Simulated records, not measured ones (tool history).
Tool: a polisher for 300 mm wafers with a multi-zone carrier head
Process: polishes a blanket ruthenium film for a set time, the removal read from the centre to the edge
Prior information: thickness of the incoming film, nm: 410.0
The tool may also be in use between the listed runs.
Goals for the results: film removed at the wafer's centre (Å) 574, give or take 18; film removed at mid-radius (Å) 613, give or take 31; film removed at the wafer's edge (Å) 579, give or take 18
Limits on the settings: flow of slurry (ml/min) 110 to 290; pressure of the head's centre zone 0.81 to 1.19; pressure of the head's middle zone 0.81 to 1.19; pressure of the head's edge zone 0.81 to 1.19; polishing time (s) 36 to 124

run	hour	flow of slurry (ml/min)	pressure of the head's centre zone	pressure of the head's middle zone	pressure of the head's edge zone	polishing time (s)	film removed at the wafer's centre (Å)	film removed at mid-radius (Å)	film removed at the wafer's edge (Å)
1	0	185	1	1	1	79	475.54	460.28	483.74
2	7.9	195	1.01	1.04	1.03	80	492.93	472.31	492.69
3	12.6	200	1	1.06	1.02	83	498	507.55	514.65
4	16.6	200	1	1.06	1.06	83	494.35	504.98	525.03
5	18.9	210	1.01	1.09	1.06	84	513.58	541.72	534.17
6	20.3	210	1.07	1.09	1.06	84	544.51	534.42	536.4
7	25.5	220	1.07	1.11	1.07	85	553.65	556.99	538.94
8	29.3	225	1.07	1.12	1.08	86	571.29	551.89	552.63
# hour 38.1: edge zone pressure recalibrated
9	38.1	225	1.06	1.13	1.08	87	560.76	588.78	537.68
10	46.7	225	1.06	1.13	1.09	88	571.03	601.71	540.69

Consider the 4 candidate settings below. Which is the only one whose results all fall within their allowed miss of target?
A	55.3	240	1.12	1.19	1.16	82	?	?	?
B	55.3	225	1.09	1.17	1.11	87	?	?	?
C	55.3	195	1	1.09	1.08	96	?	?	?
D	55.3	200	1.1	1.07	1.12	90	?	?	?

move	film removed at the wafer's centre (Å)	film removed at mid-radius (Å)	film removed at the wafer's edge (Å)
A	557.66	578.5	516.43
B	571.28	600.86	533.07
C	567.4	614.22	573.84
D	587.37	568.13	549.31
A: moves away from the targets compared with the last run
B: moves away from the targets compared with the last run
C: every result lands within tolerance
D: better than the last run, though not everything is in spec
Answer: C

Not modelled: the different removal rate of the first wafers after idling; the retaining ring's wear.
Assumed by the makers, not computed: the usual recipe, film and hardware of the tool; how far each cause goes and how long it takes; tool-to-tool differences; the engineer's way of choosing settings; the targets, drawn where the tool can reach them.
